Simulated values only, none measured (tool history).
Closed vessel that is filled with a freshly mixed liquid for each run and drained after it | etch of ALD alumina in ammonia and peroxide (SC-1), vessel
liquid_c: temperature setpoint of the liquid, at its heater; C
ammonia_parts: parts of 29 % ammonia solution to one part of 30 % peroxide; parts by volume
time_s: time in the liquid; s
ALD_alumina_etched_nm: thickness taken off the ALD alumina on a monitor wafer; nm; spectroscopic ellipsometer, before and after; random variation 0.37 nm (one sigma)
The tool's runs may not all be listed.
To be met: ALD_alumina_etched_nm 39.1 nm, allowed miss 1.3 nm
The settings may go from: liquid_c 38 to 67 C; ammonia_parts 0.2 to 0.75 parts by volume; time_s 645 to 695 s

run 1 hour=0 | liquid_c=51 ammonia_parts=0.45 time_s=645 | ALD_alumina_etched_nm=28.121
run 2 hour=7.1 | liquid_c=51.5 ammonia_parts=0.45 time_s=645 | ALD_alumina_etched_nm=28.082
run 3 hour=15.4 | liquid_c=52.5 ammonia_parts=0.45 time_s=645 | ALD_alumina_etched_nm=29.543
run 4 hour=19.1 | liquid_c=48.5 ammonia_parts=0.45 time_s=645 | ALD_alumina_etched_nm=23.874
run 5 hour=24.4 | liquid_c=48.5 ammonia_parts=0.45 time_s=695 | ALD_alumina_etched_nm=26.323
run 6 hour=28 | liquid_c=49.5 ammonia_parts=0.45 time_s=695 | ALD_alumina_etched_nm=27.766
run 7 hour=29.7 | liquid_c=50 ammonia_parts=0.45 time_s=695 | ALD_alumina_etched_nm=28.252
run 8 hour=37.1 | liquid_c=50.5 ammonia_parts=0.45 time_s=695 | ALD_alumina_etched_nm=29.227
run 9 hour=39.2 | liquid_c=51 ammonia_parts=0.45 time_s=695 | ALD_alumina_etched_nm=29.926
run 10 hour=42 | liquid_c=51.5 ammonia_parts=0.45 time_s=695 | ALD_alumina_etched_nm=30.448
run 11 hour=44.2 | liquid_c=52 ammonia_parts=0.45 time_s=695 | ALD_alumina_etched_nm=31.495
run 12 hour=47.2 | liquid_c=52.5 ammonia_parts=0.45 time_s=695 | ALD_alumina_etched_nm=32.498
run 13 hour=49.3 | liquid_c=53 ammonia_parts=0.45 time_s=695 | ALD_alumina_etched_nm=33.745
run 14 hour=55.5 | liquid_c=53.5 ammonia_parts=0.45 time_s=695 | ALD_alumina_etched_nm=34.886

Which of these 4 next moves meets every target?
run A hour=61.7 | liquid_c=55.5 ammonia_parts=0.5 time_s=645 | ALD_alumina_etched_nm=?
run B hour=61.7 | liquid_c=56 ammonia_parts=0.4 time_s=695 | ALD_alumina_etched_nm=?
run C hour=61.7 | liquid_c=54.5 ammonia_parts=0.45 time_s=695 | ALD_alumina_etched_nm=?
run D hour=61.7 | liquid_c=54 ammonia_parts=0.5 time_s=695 | ALD_alumina_etched_nm=?

move=A ALD_alumina_etched_nm=35.241
move=B ALD_alumina_etched_nm=38.175
move=C ALD_alumina_etched_nm=35.651
move=D ALD_alumina_etched_nm=35.06
A: nearer than the last run, and not there yet
B: meets every target
C: nearer than the last run, and not there yet
D: as far off as the last run
Answer: B
